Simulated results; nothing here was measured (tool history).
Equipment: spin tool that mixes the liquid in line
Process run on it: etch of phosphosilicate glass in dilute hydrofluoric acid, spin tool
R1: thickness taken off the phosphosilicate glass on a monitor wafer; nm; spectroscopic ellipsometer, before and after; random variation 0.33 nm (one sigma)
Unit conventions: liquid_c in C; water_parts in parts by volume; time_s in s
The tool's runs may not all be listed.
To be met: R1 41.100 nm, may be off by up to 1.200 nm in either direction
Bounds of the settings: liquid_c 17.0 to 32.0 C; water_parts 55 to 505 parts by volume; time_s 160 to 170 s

Run 1, day 0.000: liquid_c 24.0 C, water_parts 280 parts by volume, time_s 160 s. Result: R1 63.414 nm.
Run 2, day 0.292: liquid_c 24.0 C, water_parts 180 parts by volume, time_s 160 s. Result: R1 108.670 nm.
Run 3, day 0.646: liquid_c 24.0 C, water_parts 180 parts by volume, time_s 160 s. Result: R1 111.160 nm.
Run 4, day 0.983: liquid_c 24.0 C, water_parts 180 parts by volume, time_s 160 s. Result: R1 109.610 nm.
Run 5, day 1.179: liquid_c 22.5 C, water_parts 215 parts by volume, time_s 160 s. Result: R1 84.434 nm.
Run 6, day 1.292: liquid_c 21.0 C, water_parts 235 parts by volume, time_s 160 s. Result: R1 70.379 nm.
Run 7, day 1.392: liquid_c 20.0 C, water_parts 250 parts by volume, time_s 160 s. Result: R1 62.933 nm.
Run 8, day 1.512: liquid_c 19.5 C, water_parts 265 parts by volume, time_s 160 s. Result: R1 57.230 nm.
Run 9, day 1.883: liquid_c 19.0 C, water_parts 275 parts by volume, time_s 160 s. Result: R1 54.466 nm.
Run 10, day 2.075: liquid_c 18.5 C, water_parts 285 parts by volume, time_s 160 s. Result: R1 50.528 nm.

Of the 4 settings listed for the next run, only one would bring every result within its allowed miss of target. Which one?
Run A, day 2.267: liquid_c 19.5 C, water_parts 345 parts by volume, time_s 160 s. Result: R1 ?.
Run B, day 2.267: liquid_c 21.0 C, water_parts 245 parts by volume, time_s 165 s. Result: R1 ?.
Run C, day 2.267: liquid_c 19.0 C, water_parts 320 parts by volume, time_s 160 s. Result: R1 ?.
Run D, day 2.267: liquid_c 18.0 C, water_parts 215 parts by volume, time_s 160 s. Result: R1 ?.

move      R1
   A  41.097
   B  68.996
   C  44.453
   D  69.939
A: every result within its allowed miss
B: lands further from the targets than the last run did
C: nearer than the last run, and not there yet
D: lands further from the targets than the last run did
Move A is the one to make.
